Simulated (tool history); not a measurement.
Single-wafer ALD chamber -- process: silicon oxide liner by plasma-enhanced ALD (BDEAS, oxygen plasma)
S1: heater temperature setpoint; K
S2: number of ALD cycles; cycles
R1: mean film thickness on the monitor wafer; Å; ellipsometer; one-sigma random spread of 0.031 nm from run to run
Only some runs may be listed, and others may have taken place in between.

run 1 hour=0 | S1=593.15 S2=82 | R1=78.379
run 2 hour=4 | S1=600.15 S2=82 | R1=76.592
run 3 hour=8.6 | S1=602.15 S2=78 | R1=73.216
run 4 hour=14.2 | S1=607.15 S2=78 | R1=72.911
run 5 hour=19.9 | S1=607.15 S2=74 | R1=68.463
run 6 hour=27.2 | S1=607.15 S2=84 | R1=77.774
run 7 hour=31 | S1=608.15 S2=79 | R1=73.327
run 8 hour=33.5 | S1=608.15 S2=75 | R1=69.6
run 9 hour=41.3 | S1=608.15 S2=72 | R1=66.772

The next listed run, before its measurement:
run 10 hour=44.3 | S1=608.15 S2=70 | R1=?

Run 10 yielded R1 64.926 Å.
